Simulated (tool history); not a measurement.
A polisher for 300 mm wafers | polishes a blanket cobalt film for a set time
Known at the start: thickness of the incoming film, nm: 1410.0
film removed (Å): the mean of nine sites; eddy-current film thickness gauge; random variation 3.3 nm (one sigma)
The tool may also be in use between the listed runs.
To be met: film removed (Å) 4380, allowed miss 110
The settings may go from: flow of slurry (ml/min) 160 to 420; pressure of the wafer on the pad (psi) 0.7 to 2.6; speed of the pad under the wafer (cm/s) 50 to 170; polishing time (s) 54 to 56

run	hour	flow of slurry (ml/min)	pressure of the wafer on the pad (psi)	speed of the pad under the wafer (cm/s)	polishing time (s)	film removed (Å)
1	0	270	1.6	110	54	2381.5
2	4.9	320	1.6	110	54	2438.7
3	7	325	1.9	110	54	2849.5
4	9.5	325	1.9	130	54	3348.7
5	12	380	1.9	130	54	3472.2
6	13.9	385	2	130	54	3582.5
7	14.7	385	2	130	54	3627.4
# hour 16.6: head pressure recalibrated
8	16.6	385	2	130	54	3415.2
9	23.7	385	2.2	130	54	3782.1
10	28.7	385	2.3	130	54	3934.6
11	34.5	390	2.5	130	54	4256.7

Which of these 4 next moves meets every target?
A	40.3	385	2.6	122	54	?
B	40.3	395	2.5	124	55	?
C	40.3	390	2.5	132	55	?
D	40.3	365	2.5	126	54	?

move	film removed (Å)
A	4124.4
B	4115.2
C	4369.8
D	4081.3
A: further off than the last run
B: further off than the last run
C: meets every target
D: further off than the last run
Answer: C

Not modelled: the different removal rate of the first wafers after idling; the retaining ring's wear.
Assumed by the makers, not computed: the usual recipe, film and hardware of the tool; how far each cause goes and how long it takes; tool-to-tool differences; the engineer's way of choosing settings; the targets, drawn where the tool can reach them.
